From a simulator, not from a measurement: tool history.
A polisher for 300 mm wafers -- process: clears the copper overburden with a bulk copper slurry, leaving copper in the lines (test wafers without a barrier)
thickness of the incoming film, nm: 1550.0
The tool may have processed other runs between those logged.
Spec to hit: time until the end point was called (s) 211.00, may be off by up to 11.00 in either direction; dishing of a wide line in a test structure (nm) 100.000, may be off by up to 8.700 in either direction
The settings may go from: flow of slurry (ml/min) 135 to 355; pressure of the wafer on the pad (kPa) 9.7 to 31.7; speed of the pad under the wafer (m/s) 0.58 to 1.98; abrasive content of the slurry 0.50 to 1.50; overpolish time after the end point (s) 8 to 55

run	hour	flow of slurry (ml/min)	pressure of the wafer on the pad (kPa)	speed of the pad under the wafer (m/s)	abrasive content of the slurry	overpolish time after the end point (s)	time until the end point was called (s)	dishing of a wide line in a test structure (nm)
1	0.0	225	20.7	1.28	1.00	28	129.08	122.450
2	6.3	225	19.3	1.26	1.00	29	136.16	115.540
3	7.6	225	15.9	1.26	1.00	29	163.38	104.300
4	8.8	225	15.9	1.26	0.80	29	173.56	101.760
5	14.1	225	15.9	1.26	0.65	29	175.39	100.460
6	18.4	200	15.9	1.26	0.65	29	175.52	101.710
7	23.7	200	15.2	1.26	0.65	30	185.93	99.609
8	24.4	200	15.2	1.26	0.65	31	191.89	102.040
# hour 28.4: slurry blender recalibrated
9	28.4	195	14.5	1.26	0.65	32	190.34	98.778
10	36.4	195	14.5	1.26	0.65	33	184.80	104.210
11	40.1	195	11.7	1.24	0.65	36	240.07	90.853

Below are 4 possible settings for the next run. Only one of them brings all results inside the allowed miss of their targets. Which is it?
A	43.8	225	11.7	1.40	0.50	43	?	?
B	43.8	145	16.5	0.92	0.60	55	?	?
C	43.8	210	13.1	1.06	0.75	43	?	?
D	43.8	165	19.3	0.88	0.65	55	?	?

move	time until the end point was called (s)	dishing of a wide line in a test structure (nm)
A	209.15	104.520
B	238.51	120.990
C	237.94	104.850
D	207.17	131.480
A: every result lands within tolerance
B: closer than the last run, but not yet in spec
C: closer than the last run, but not yet in spec
D: brings the last run's worst result on target, with another outside its allowed miss
A meets every target.
